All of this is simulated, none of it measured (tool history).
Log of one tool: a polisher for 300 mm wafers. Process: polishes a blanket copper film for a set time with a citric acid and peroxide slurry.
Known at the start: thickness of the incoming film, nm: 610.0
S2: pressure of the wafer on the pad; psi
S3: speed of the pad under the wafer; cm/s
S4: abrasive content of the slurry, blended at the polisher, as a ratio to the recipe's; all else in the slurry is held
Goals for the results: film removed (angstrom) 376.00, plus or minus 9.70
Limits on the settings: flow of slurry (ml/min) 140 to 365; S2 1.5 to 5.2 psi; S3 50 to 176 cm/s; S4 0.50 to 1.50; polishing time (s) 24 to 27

Run 1, day 0.000: flow of slurry (ml/min) 235, S2 3.3 psi, S3 112 cm/s, S4 1.00, polishing time (s) 27. Result: film removed (angstrom) 709.39.
Run 2, day 0.075: flow of slurry (ml/min) 235, S2 3.0 psi, S3 110 cm/s, S4 1.00, polishing time (s) 27. Result: film removed (angstrom) 667.91.
Run 3, day 0.296: flow of slurry (ml/min) 235, S2 2.8 psi, S3 106 cm/s, S4 1.00, polishing time (s) 27. Result: film removed (angstrom) 615.52.
Run 4, day 0.512: flow of slurry (ml/min) 235, S2 2.6 psi, S3 102 cm/s, S4 1.00, polishing time (s) 27. Result: film removed (angstrom) 562.55.
Run 5, day 0.858: flow of slurry (ml/min) 235, S2 2.4 psi, S3 100 cm/s, S4 1.00, polishing time (s) 27. Result: film removed (angstrom) 517.30.
Run 6, day 1.200: flow of slurry (ml/min) 200, S2 2.4 psi, S3 100 cm/s, S4 1.00, polishing time (s) 27. Result: film removed (angstrom) 509.48.
Run 7, day 1.446: flow of slurry (ml/min) 195, S2 2.3 psi, S3 98 cm/s, S4 1.00, polishing time (s) 27. Result: film removed (angstrom) 487.57.
Run 8, day 1.588: flow of slurry (ml/min) 195, S2 2.2 psi, S3 98 cm/s, S4 1.00, polishing time (s) 27. Result: film removed (angstrom) 480.07.
Run 9, day 1.738: flow of slurry (ml/min) 195, S2 2.1 psi, S3 96 cm/s, S4 1.00, polishing time (s) 27. Result: film removed (angstrom) 450.96.
Run 10, day 1.996: flow of slurry (ml/min) 195, S2 2.0 psi, S3 96 cm/s, S4 1.00, polishing time (s) 27. Result: film removed (angstrom) 439.40.
Run 11, day 2.129: flow of slurry (ml/min) 195, S2 1.9 psi, S3 96 cm/s, S4 1.00, polishing time (s) 27. Result: film removed (angstrom) 418.95.

Consider the 5 candidate settings below. Which is the only one whose results all fall within their allowed miss of target?
Run A, day 2.262: flow of slurry (ml/min) 180, S2 2.1 psi, S3 100 cm/s, S4 1.00, polishing time (s) 27. Result: film removed (angstrom) ?.
Run B, day 2.262: flow of slurry (ml/min) 225, S2 2.8 psi, S3 66 cm/s, S4 0.90, polishing time (s) 27. Result: film removed (angstrom) ?.
Run C, day 2.262: flow of slurry (ml/min) 190, S2 2.1 psi, S3 84 cm/s, S4 1.00, polishing time (s) 24. Result: film removed (angstrom) ?.
Run D, day 2.262: flow of slurry (ml/min) 190, S2 1.8 psi, S3 88 cm/s, S4 1.10, polishing time (s) 24. Result: film removed (angstrom) ?.
Run E, day 2.262: flow of slurry (ml/min) 180, S2 2.4 psi, S3 70 cm/s, S4 0.95, polishing time (s) 27. Result: film removed (angstrom) ?.

move  film removed (angstrom)
   A                   467.19
   B                   374.96
   C                   354.38
   D                   349.42
   E                   354.80
A: further off than the last run
B: all results in spec
C: takes the biggest miss from the last run beyond its target
D: takes the biggest miss from the last run beyond its target
E: takes the biggest miss from the last run beyond its target
Go with B: it meets all targets.

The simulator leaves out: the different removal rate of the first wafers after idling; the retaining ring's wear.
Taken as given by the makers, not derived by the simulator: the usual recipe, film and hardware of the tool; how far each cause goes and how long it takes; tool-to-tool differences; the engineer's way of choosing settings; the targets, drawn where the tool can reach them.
